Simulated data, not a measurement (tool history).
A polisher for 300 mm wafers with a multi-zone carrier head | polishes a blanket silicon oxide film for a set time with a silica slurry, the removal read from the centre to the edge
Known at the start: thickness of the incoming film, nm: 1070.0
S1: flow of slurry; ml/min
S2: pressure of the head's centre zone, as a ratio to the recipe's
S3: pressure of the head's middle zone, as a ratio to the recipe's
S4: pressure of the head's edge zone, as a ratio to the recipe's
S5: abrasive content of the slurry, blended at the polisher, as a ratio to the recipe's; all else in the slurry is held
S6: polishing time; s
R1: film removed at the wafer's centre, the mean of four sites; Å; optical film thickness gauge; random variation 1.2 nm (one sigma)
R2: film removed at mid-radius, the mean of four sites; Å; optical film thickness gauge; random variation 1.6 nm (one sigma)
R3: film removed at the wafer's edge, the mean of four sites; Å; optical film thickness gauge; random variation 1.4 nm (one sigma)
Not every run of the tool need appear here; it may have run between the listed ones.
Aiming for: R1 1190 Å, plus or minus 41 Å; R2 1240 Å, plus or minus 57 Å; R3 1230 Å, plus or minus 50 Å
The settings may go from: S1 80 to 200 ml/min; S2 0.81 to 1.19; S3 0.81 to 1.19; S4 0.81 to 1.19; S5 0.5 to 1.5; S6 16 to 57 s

run 1 hour=0 | S1=130 S2=1 S3=1 S4=1 S5=1 S6=36 | R1=1012.3 R2=1040.8 R3=1031.4
run 2 hour=8.6 | S1=140 S2=1.01 S3=1.01 S4=1.03 S5=1.05 S6=36 | R1=1080.8 R2=1102 R3=1093.3
run 3 hour=9.5 | S1=150 S2=1.01 S3=1.02 S4=1.05 S5=1.05 S6=36 | R1=1100.4 R2=1137.5 R3=1091
run 4 hour=17.3 | S1=150 S2=1 S3=1.02 S4=1.07 S5=1.1 S6=36 | R1=1117.6 R2=1149.1 R3=1124.4
run 5 hour=23.4 | S1=155 S2=0.99 S3=1.02 S4=1.09 S5=1.15 S6=36 | R1=1135.1 R2=1144.7 R3=1173.6
run 6 hour=25.8 | S1=155 S2=1.07 S3=1.02 S4=1.09 S5=1.15 S6=36 | R1=1209.5 R2=1182.2 R3=1162.9
run 7 hour=31.4 | S1=155 S2=1.05 S3=1.03 S4=1.1 S5=1.15 S6=36 | R1=1204.1 R2=1159.7 R3=1173.6
-- hour=39 edge zone pressure recalibrated
run 8 hour=39 | S1=155 S2=0.97 S3=1.13 S4=1.12 S5=1.2 S6=36 | R1=1133.4 R2=1323.8 R3=1240.6

Below are 4 possible settings for the next run. Only one of them brings all results inside the allowed miss of their targets. Which is it?
run A hour=46.6 | S1=180 S2=0.93 S3=1.01 S4=1.12 S5=1.1 S6=37 | R1=? R2=? R3=?
run B hour=46.6 | S1=150 S2=1.04 S3=0.96 S4=1.19 S5=1.25 S6=35 | R1=? R2=? R3=?
run C hour=46.6 | S1=180 S2=1.02 S3=1.05 S4=1.15 S5=1.2 S6=35 | R1=? R2=? R3=?
run D hour=46.6 | S1=150 S2=0.91 S3=1.07 S4=1.19 S5=1.35 S6=34 | R1=? R2=? R3=?

move=A R1=1106 R2=1209.2 R3=1259.1
move=B R1=1196.8 R2=1124.4 R3=1263
move=C R1=1197.3 R2=1231.6 R3=1253
move=D R1=1051.3 R2=1238.5 R3=1266.5
A: the worst result of the last run now meets its target, but another is out of spec
B: the result that was furthest off in the last run now lies on the other side of its target
C: each result inside its tolerance
D: the worst result of the last run now meets its target, but another is out of spec
The move that meets every target is C.
